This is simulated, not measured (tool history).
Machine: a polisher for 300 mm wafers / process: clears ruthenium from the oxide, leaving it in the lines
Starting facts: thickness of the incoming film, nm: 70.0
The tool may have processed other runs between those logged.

run,hour,flow of slurry (ml/min),pressure of the wafer on the pad (psi),speed of the pad under the wafer (cm/s),overpolish time after the end point (s),time until the end point was called (s)
1,0.0,215,1.6,112,6,79.491
2,4.5,215,1.6,126,6,70.374
3,7.4,215,1.6,142,6,63.445
4,10.6,215,1.6,142,6,63.300
5,17.9,215,1.6,114,6,77.883
6,23.4,210,1.4,114,6,87.832

Run 7 comes next. What will it give?
7,27.1,210,1.3,114,6,?

Run 7 gave time until the end point was called (s) 96.359.
